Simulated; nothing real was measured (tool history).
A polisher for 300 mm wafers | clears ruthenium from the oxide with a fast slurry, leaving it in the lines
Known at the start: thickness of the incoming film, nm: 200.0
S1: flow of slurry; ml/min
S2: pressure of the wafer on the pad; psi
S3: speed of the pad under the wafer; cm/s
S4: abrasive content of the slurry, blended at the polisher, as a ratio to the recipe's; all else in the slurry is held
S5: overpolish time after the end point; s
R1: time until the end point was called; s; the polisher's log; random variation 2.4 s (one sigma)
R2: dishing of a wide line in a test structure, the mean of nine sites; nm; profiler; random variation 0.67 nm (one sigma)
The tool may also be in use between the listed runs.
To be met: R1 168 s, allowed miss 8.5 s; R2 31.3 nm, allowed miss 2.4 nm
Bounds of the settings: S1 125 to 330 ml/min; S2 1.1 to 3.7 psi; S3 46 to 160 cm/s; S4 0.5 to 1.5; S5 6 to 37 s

| run | hour | S1 | S2 | S3 | S4 | S5 | R1 | R2 |
|---|---|---|---|---|---|---|---|---|
| 1 | 0 | 210 | 2.4 | 102 | 1 | 19 | 57.035 | 56.921 |
| 2 | 7.5 | 210 | 2.1 | 90 | 1 | 21 | 74.833 | 49.726 |
| 3 | 8.9 | 210 | 2.1 | 72 | 1 | 21 | 93.864 | 41.941 |
| 4 | 11.2 | 170 | 2.1 | 72 | 1 | 21 | 96.356 | 41.977 |
| 5 | 19.1 | 170 | 1.9 | 70 | 1 | 22 | 108.68 | 38.024 |
| 6 | 26.2 | 170 | 1.7 | 68 | 1 | 23 | 120.28 | 35.141 |
| 7 | 30.6 | 170 | 1.6 | 66 | 1 | 24 | 134.42 | 32.572 |
| 8 | 34.3 | 170 | 1.5 | 66 | 1 | 25 | 146.35 | 32.761 |
| 9 | 36.5 | 170 | 1.4 | 66 | 1 | 26 | 154.84 | 31.037 |

5 next moves are on the table. One of them brings every result within its allowed miss. Which?
| A | 38.7 | 180 | 1.3 | 74 | 1.05 | 19 | ? | ? |
| B | 38.7 | 180 | 1.4 | 72 | 0.95 | 24 | ? | ? |
| C | 38.7 | 220 | 1.3 | 92 | 0.65 | 28 | ? | ? |
| D | 38.7 | 140 | 1.1 | 90 | 1.1 | 24 | ? | ? |
| E | 38.7 | 150 | 1.6 | 68 | 1.05 | 20 | ? | ? |

| move | R1 | R2 |
|---|---|---|
| A | 145.74 | 25.545 |
| B | 149.05 | 31.177 |
| C | 174.45 | 31.084 |
| D | 144.09 | 32.182 |
| E | 134.11 | 29.009 |
A: further off than the last run
B: further off than the last run
C: meets every target
D: further off than the last run
E: further off than the last run
Answer: C

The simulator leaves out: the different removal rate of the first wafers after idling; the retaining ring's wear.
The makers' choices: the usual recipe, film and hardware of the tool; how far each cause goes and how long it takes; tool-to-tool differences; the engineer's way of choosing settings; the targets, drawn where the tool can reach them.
